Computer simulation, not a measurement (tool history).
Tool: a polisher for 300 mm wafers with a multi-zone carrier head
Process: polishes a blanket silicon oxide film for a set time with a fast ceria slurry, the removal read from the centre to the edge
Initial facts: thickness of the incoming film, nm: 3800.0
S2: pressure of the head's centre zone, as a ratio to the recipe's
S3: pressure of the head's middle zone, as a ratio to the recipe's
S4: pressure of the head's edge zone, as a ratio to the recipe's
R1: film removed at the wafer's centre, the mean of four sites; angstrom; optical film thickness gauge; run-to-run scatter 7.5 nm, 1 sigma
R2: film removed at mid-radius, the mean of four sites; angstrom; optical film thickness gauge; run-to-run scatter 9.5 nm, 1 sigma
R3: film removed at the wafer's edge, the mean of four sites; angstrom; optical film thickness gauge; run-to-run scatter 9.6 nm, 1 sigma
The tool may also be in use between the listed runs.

{"run": 1, "hour": 0.0, "flow of slurry (ml/min)": 285, "S2": 1.0, "S3": 1.0, "S4": 1.0, "polishing time (s)": 36, "R1": 6656.7, "R2": 6677.8, "R3": 6651.9}
{"run": 2, "hour": 2.9, "flow of slurry (ml/min)": 285, "S2": 1.08, "S3": 1.0, "S4": 1.0, "polishing time (s)": 36, "R1": 6996.1, "R2": 6674.0, "R3": 6658.2}
{"run": 3, "hour": 3.9, "flow of slurry (ml/min)": 285, "S2": 1.08, "S3": 0.95, "S4": 1.0, "polishing time (s)": 36, "R1": 7132.7, "R2": 6311.8, "R3": 6740.4}
{"run": 4, "hour": 4.9, "flow of slurry (ml/min)": 285, "S2": 1.04, "S3": 0.96, "S4": 1.05, "polishing time (s)": 39, "R1": 7284.2, "R2": 6957.5, "R3": 7365.0}
{"run": 5, "hour": 8.2, "flow of slurry (ml/min)": 285, "S2": 1.04, "S3": 0.96, "S4": 1.05, "polishing time (s)": 34, "R1": 6438.9, "R2": 6095.0, "R3": 6410.2}
{"run": 6, "hour": 16.1, "flow of slurry (ml/min)": 280, "S2": 1.02, "S3": 0.95, "S4": 1.08, "polishing time (s)": 38, "R1": 6975.1, "R2": 6850.7, "R3": 7249.3}
{"run": 7, "hour": 22.1, "flow of slurry (ml/min)": 285, "S2": 0.97, "S3": 0.88, "S4": 1.18, "polishing time (s)": 48, "R1": 8531.9, "R2": 8224.5, "R3": 9516.6}
{"run": 8, "hour": 23.5, "flow of slurry (ml/min)": 285, "S2": 0.96, "S3": 0.89, "S4": 1.18, "polishing time (s)": 48, "R1": 8376.4, "R2": 8119.3, "R3": 9549.6}
{"run": 9, "hour": 24.6, "flow of slurry (ml/min)": 290, "S2": 0.96, "S3": 0.91, "S4": 1.18, "polishing time (s)": 48, "R1": 8428.9, "R2": 8224.3, "R3": 9567.8}
{"run": 10, "hour": 28.6, "flow of slurry (ml/min)": 290, "S2": 0.96, "S3": 0.93, "S4": 1.18, "polishing time (s)": 48, "R1": 8438.2, "R2": 8365.4, "R3": 9564.3}
{"run": 11, "hour": 32.6, "flow of slurry (ml/min)": 290, "S2": 0.95, "S3": 0.94, "S4": 1.18, "polishing time (s)": 48, "R1": 8215.3, "R2": 8458.7, "R3": 9785.0}

The next listed run, before its measurement:
{"run": 12, "hour": 36.1, "flow of slurry (ml/min)": 295, "S2": 0.96, "S3": 0.95, "S4": 1.18, "polishing time (s)": 48, "R1": "?", "R2": "?", "R3": "?"}

Logged for run 12: R1 8467.0 angstrom, R2 8666.8 angstrom, R3 9411.5 angstrom.

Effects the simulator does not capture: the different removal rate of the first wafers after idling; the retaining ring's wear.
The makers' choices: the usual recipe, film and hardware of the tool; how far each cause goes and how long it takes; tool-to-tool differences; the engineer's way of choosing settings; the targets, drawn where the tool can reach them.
